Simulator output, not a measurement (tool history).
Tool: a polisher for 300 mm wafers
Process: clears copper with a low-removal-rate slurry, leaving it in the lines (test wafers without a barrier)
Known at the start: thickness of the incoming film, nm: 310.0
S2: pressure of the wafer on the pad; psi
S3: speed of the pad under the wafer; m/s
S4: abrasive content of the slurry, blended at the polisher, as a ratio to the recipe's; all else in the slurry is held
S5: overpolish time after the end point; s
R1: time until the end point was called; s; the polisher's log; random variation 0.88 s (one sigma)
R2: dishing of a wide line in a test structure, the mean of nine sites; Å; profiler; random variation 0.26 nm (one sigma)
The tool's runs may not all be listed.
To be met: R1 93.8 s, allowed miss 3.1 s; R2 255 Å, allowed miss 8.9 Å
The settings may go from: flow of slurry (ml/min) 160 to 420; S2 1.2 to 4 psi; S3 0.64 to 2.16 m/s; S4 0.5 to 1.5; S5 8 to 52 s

run 1 hour=0 | flow_of_slurry_(ml/min)=270 S2=2.6 S3=1.4 S4=1 S5=26 | R1=95.338 R2=469.24
run 2 hour=1 | flow_of_slurry_(ml/min)=270 S2=2.1 S3=1.4 S4=1 S5=26 | R1=118.34 R2=393.39
run 3 hour=6.5 | flow_of_slurry_(ml/min)=270 S2=2.1 S3=1.4 S4=1 S5=32 | R1=119.61 R2=466.97
run 4 hour=10.4 | flow_of_slurry_(ml/min)=270 S2=2.1 S3=1.74 S4=1 S5=32 | R1=94.56 R2=536.14
run 5 hour=11.4 | flow_of_slurry_(ml/min)=270 S2=2.4 S3=1.74 S4=1 S5=32 | R1=84.274 R2=595.9
run 6 hour=14.6 | flow_of_slurry_(ml/min)=325 S2=2.4 S3=1.74 S4=1 S5=32 | R1=82.584 R2=604.59
run 7 hour=17.4 | flow_of_slurry_(ml/min)=325 S2=2.4 S3=1.74 S4=1 S5=32 | R1=81.691 R2=600.75
run 8 hour=25.5 | flow_of_slurry_(ml/min)=340 S2=2.2 S3=1.78 S4=0.95 S5=25 | R1=87.09 R2=481.29
run 9 hour=26.8 | flow_of_slurry_(ml/min)=285 S2=2 S3=1.84 S4=1.1 S5=20 | R1=92.741 R2=386.95
run 10 hour=27.6 | flow_of_slurry_(ml/min)=260 S2=1.9 S3=1.88 S4=1.2 S5=16 | R1=92.499 R2=324.32
run 11 hour=30.4 | flow_of_slurry_(ml/min)=260 S2=1.9 S3=1.88 S4=1.25 S5=14 | R1=93.786 R2=298
run 12 hour=37.9 | flow_of_slurry_(ml/min)=260 S2=1.9 S3=1.88 S4=1.3 S5=13 | R1=92.777 R2=273.1

4 next moves are on the table. One of them brings every result within its allowed miss. Which?
run A hour=45.4 | flow_of_slurry_(ml/min)=235 S2=2.1 S3=1.72 S4=1.2 S5=14 | R1=? R2=?
run B hour=45.4 | flow_of_slurry_(ml/min)=245 S2=2.1 S3=1.68 S4=1.4 S5=12 | R1=? R2=?
run C hour=45.4 | flow_of_slurry_(ml/min)=265 S2=1.9 S3=1.8 S4=1.4 S5=15 | R1=? R2=?
run D hour=45.4 | flow_of_slurry_(ml/min)=260 S2=2 S3=1.74 S4=1.35 S5=14 | R1=? R2=?

move=A R1=94.845 R2=292.85
move=B R1=93.095 R2=261.11
move=C R1=94.954 R2=307.41
move=D R1=94.44 R2=292.86
A: further off than the last run
B: meets every target
C: further off than the last run
D: further off than the last run
Move B is the one to make.
